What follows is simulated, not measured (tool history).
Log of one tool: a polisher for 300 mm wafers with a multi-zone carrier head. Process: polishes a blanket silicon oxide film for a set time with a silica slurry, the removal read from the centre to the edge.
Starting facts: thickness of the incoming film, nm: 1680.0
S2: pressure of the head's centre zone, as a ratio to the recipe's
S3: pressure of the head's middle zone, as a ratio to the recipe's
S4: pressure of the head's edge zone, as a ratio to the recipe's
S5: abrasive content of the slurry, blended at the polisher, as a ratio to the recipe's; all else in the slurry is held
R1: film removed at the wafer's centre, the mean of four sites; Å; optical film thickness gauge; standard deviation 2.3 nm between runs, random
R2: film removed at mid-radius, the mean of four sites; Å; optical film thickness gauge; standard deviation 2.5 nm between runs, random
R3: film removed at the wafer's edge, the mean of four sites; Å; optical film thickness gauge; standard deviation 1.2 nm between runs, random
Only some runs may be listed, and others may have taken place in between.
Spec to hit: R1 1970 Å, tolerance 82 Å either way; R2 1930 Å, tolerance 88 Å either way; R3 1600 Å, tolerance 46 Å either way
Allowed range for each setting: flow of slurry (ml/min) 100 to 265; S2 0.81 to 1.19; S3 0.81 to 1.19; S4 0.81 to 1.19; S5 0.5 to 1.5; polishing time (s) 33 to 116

Run 1, hour 0: flow of slurry (ml/min) 170, S2 1, S3 1, S4 1, S5 1, polishing time (s) 74. Result: R1 2827.8 Å, R2 2940.7 Å, R3 2886.8 Å.
Run 2, hour 3.5: flow of slurry (ml/min) 170, S2 1, S3 1, S4 1, S5 1, polishing time (s) 59. Result: R1 2262.4 Å, R2 2339.7 Å, R3 2275.3 Å.
Run 3, hour 4.5: flow of slurry (ml/min) 170, S2 1, S3 1, S4 1, S5 0.9, polishing time (s) 59. Result: R1 2124.8 Å, R2 2117.1 Å, R3 2124.2 Å.
Run 4, hour 12.1: flow of slurry (ml/min) 170, S2 1.02, S3 1.03, S4 0.96, S5 0.85, polishing time (s) 59. Result: R1 2041.8 Å, R2 2104.7 Å, R3 1981 Å.
Run 5, hour 16.2: flow of slurry (ml/min) 165, S2 1.05, S3 1.04, S4 0.92, S5 0.85, polishing time (s) 59. Result: R1 2084.9 Å, R2 2071.3 Å, R3 1932.5 Å.
Run 6, hour 20.3: flow of slurry (ml/min) 160, S2 1.07, S3 1.06, S4 0.89, S5 0.8, polishing time (s) 59. Result: R1 2043.9 Å, R2 1967.7 Å, R3 1778.4 Å.
Run 7, hour 27.5: flow of slurry (ml/min) 150, S2 1.08, S3 1.08, S4 0.88, S5 0.8, polishing time (s) 59. Result: R1 2002.1 Å, R2 1964.8 Å, R3 1777.4 Å.
Run 8, hour 29.6: flow of slurry (ml/min) 150, S2 1.09, S3 1.1, S4 0.86, S5 0.8, polishing time (s) 59. Result: R1 2004.1 Å, R2 1958.7 Å, R3 1765.3 Å.
Run 9, hour 35.1: flow of slurry (ml/min) 160, S2 1.1, S3 1.12, S4 0.85, S5 0.75, polishing time (s) 59. Result: R1 1957.8 Å, R2 1967 Å, R3 1644.7 Å.

Exactly one of the 4 candidate moves below puts every result within its allowed miss. Which one?
Run A, hour 40.6: flow of slurry (ml/min) 185, S2 1.08, S3 1.09, S4 0.85, S5 0.6, polishing time (s) 77. Result: R1 ?, R2 ?, R3 ?.
Run B, hour 40.6: flow of slurry (ml/min) 185, S2 1.14, S3 1.15, S4 0.86, S5 0.9, polishing time (s) 47. Result: R1 ?, R2 ?, R3 ?.
Run C, hour 40.6: flow of slurry (ml/min) 145, S2 1.08, S3 1.1, S4 0.84, S5 0.85, polishing time (s) 55. Result: R1 ?, R2 ?, R3 ?.
Run D, hour 40.6: flow of slurry (ml/min) 115, S2 1.05, S3 1.04, S4 0.87, S5 0.9, polishing time (s) 55. Result: R1 ?, R2 ?, R3 ?.

move      R1      R2      R3
   A  1935.3    1934  1653.7
   B  1942.8  1910.8  1578.8
   C  1946.6  1969.4  1685.7
   D  1850.8  1865.6  1720.8
A: moves away from the targets compared with the last run
B: all results in spec
C: moves away from the targets compared with the last run
D: moves away from the targets compared with the last run
Answer: B

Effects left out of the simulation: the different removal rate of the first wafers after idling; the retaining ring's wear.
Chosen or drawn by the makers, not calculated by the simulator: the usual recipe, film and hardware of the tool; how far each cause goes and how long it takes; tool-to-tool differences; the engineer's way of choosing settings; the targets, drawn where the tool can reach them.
